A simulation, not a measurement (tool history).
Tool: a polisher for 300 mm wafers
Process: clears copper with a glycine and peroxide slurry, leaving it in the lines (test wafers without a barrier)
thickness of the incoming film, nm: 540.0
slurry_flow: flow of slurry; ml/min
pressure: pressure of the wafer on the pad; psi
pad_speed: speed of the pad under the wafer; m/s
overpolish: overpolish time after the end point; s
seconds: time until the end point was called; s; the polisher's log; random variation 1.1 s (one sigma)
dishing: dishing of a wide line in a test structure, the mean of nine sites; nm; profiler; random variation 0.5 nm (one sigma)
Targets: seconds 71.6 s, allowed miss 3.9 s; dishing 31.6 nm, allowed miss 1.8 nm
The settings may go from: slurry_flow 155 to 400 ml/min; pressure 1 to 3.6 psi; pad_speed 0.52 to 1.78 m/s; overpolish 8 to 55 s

run 1 day=0 | slurry_flow=255 pressure=2.3 pad_speed=1.14 overpolish=28 | seconds=97.886 dishing=52.075
run 2 day=0.238 | slurry_flow=255 pressure=2.3 pad_speed=1.14 overpolish=36 | seconds=100.38 dishing=55.552
run 3 day=0.308 | slurry_flow=255 pressure=2.6 pad_speed=1.14 overpolish=36 | seconds=88.846 dishing=57.832
run 4 day=0.367 | slurry_flow=240 pressure=2.6 pad_speed=1.18 overpolish=32 | seconds=87.103 dishing=55.819
run 5 day=0.667 | slurry_flow=240 pressure=2.6 pad_speed=1.38 overpolish=32 | seconds=76.353 dishing=58.191
run 6 day=0.821 | slurry_flow=225 pressure=2.5 pad_speed=1.44 overpolish=28 | seconds=75.38 dishing=55.664
run 7 day=0.971 | slurry_flow=215 pressure=2.4 pad_speed=1.5 overpolish=25 | seconds=77.678 dishing=54.365
run 8 day=1.338 | slurry_flow=245 pressure=2.6 pad_speed=1.38 overpolish=22 | seconds=77.39 dishing=51.984
run 9 day=1.583 | slurry_flow=270 pressure=2.7 pad_speed=1.34 overpolish=20 | seconds=75.823 dishing=50.092
run 10 day=1.846 | slurry_flow=270 pressure=2.7 pad_speed=1.34 overpolish=20 | seconds=75.348 dishing=50.457
run 11 day=2 | slurry_flow=290 pressure=2.8 pad_speed=1.28 overpolish=18 | seconds=75.365 dishing=47.625
run 12 day=2.138 | slurry_flow=360 pressure=3.4 pad_speed=0.96 overpolish=8 | seconds=79.092 dishing=29.7
run 13 day=2.483 | slurry_flow=360 pressure=3.4 pad_speed=0.96 overpolish=8 | seconds=78.124 dishing=29.461
run 14 day=2.675 | slurry_flow=360 pressure=3.4 pad_speed=0.98 overpolish=8 | seconds=78.616 dishing=30.107

Which of these 4 next moves meets every target?
run A day=2.867 | slurry_flow=330 pressure=3.1 pad_speed=0.92 overpolish=10 | seconds=? dishing=?
run B day=2.867 | slurry_flow=335 pressure=3.2 pad_speed=0.98 overpolish=8 | seconds=? dishing=?
run C day=2.867 | slurry_flow=335 pressure=3 pad_speed=1.24 overpolish=8 | seconds=? dishing=?
run D day=2.867 | slurry_flow=400 pressure=3.6 pad_speed=0.82 overpolish=8 | seconds=? dishing=?

move=A seconds=87.116 dishing=31.592
move=B seconds=80.291 dishing=28.47
move=C seconds=69.295 dishing=31.386
move=D seconds=83.366 dishing=27.857
A: further off than the last run
B: further off than the last run
C: meets every target
D: further off than the last run
The right move is C.

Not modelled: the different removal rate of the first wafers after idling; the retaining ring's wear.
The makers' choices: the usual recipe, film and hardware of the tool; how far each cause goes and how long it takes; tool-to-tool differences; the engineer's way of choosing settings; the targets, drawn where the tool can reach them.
